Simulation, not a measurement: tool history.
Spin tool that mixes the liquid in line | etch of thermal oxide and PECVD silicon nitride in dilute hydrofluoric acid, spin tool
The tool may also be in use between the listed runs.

run	hour	temperature setpoint of the liquid (K)	parts of water to one part of 49 % hydrofluoric acid (parts by volume)	time under the liquid (s)	thickness taken off the thermal oxide on a monitor wafer (Å)	thickness taken off the PECVD silicon nitride on a monitor wafer (Å)
1	0	293.15	130	180	59.005	60.897
2	1.4	293.15	105	180	74.366	74.438
3	9.9	293.15	85	180	96.867	91.916
4	15.9	293.15	85	140	73.728	71.837
5	23.1	293.15	85	90	47.116	45.945
6	31.2	293.15	105	90	37.277	37.474
7	34.7	293.65	95	105	50.268	50.272
8	38.2	297.65	45	195	247.9	253.33

The next listed run, before its measurement:
9	39.1	296.65	40	190	?	?

thickness taken off the thermal oxide on a monitor wafer (Å): 259.3
thickness taken off the PECVD silicon nitride on a monitor wafer (Å): 259.73
